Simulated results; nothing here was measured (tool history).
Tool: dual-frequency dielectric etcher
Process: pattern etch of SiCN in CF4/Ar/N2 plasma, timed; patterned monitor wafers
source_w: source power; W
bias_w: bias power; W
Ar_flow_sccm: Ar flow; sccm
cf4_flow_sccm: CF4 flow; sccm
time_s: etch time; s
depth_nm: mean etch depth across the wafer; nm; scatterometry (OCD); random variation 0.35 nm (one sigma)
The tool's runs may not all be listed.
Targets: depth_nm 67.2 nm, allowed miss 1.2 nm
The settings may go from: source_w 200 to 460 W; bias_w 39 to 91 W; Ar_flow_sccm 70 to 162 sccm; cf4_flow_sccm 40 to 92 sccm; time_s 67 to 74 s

run,hour,source_w,bias_w,Ar_flow_sccm,cf4_flow_sccm,time_s,depth_nm
1,0,330,65,116,66,74,48.11
2,6.5,330,65,129,66,74,47.127
3,8.2,360,66,129,66,74,52.569
4,16.7,360,66,129,55,74,51.89
5,23.2,360,66,129,55,74,51.647
6,31.3,320,66,129,55,74,45.743
7,35.9,350,66,129,55,74,49.595
# hour 40.1: wet clean of the chamber
8,40.1,380,66,129,55,74,52.178
9,41,400,70,128,56,74,57.388
10,47.9,420,71,128,56,74,60.642

Which of these 4 next moves meets every target?
A,54.8,440,89,137,43,68,?
B,54.8,450,75,126,61,70,?
C,54.8,440,80,131,57,73,?
D,54.8,430,76,115,58,71.5,?

move,depth_nm
A,64.306
B,64.279
C,66.989
D,64.315
A: nearer than the last run, and not there yet
B: nearer than the last run, and not there yet
C: meets every target
D: nearer than the last run, and not there yet
The right move is C.
